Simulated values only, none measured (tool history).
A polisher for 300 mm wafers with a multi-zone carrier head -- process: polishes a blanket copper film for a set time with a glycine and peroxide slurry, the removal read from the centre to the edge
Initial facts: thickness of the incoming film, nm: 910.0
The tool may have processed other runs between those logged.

run	hour	flow of slurry (ml/min)	pressure of the head's centre zone	pressure of the head's middle zone	pressure of the head's edge zone	polishing time (s)	film removed at the wafer's centre (Å)	film removed at mid-radius (Å)	film removed at the wafer's edge (Å)
1	0	230	1	1	1	34	2026.1	1970.4	1978.1
2	4.5	235	1	1.02	1.01	35	2097.3	2082.8	2043.6
3	6.6	270	1	1.02	1.01	35	2046.9	2118.7	2062.6
4	11.5	270	1	1.02	0.96	35	2086.2	2088.5	2012.8
5	17.1	270	1.08	1.02	0.96	35	2251.1	2109.5	2026.5
6	24.5	270	1.08	1.02	0.96	39	2499.5	2361.1	2237

Predict the results of run 7:
7	28.2	275	1.08	1.03	0.98	39	?	?	?

{"run 7": {"film removed at the wafer's centre (Å)": 2516.5, "film removed at mid-radius (Å)": 2358.2, "film removed at the wafer's edge (Å)": 2277.6}}

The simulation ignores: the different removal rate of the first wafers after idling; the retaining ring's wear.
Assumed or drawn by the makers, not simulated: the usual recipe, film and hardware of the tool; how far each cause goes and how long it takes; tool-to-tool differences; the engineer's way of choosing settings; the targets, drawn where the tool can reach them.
